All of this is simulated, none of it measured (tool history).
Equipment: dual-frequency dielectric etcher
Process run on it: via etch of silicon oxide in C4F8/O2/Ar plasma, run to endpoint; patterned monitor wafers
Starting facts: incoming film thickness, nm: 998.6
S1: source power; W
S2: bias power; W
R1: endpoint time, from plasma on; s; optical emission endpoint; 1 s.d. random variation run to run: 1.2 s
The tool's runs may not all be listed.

run	day	S1	S2	R1
1	0	1980	1702	196.93
2	0.058	2090	1740	191.83
3	0.404	2310	1740	186.11
4	0.729	2380	1788	184.74
5	0.821	2450	1854	177.21
6	1.171	2490	1870	177.79

Run 7 is up next; what results do you expect?
7	1.288	2530	1897	?

R1: 174.92 s
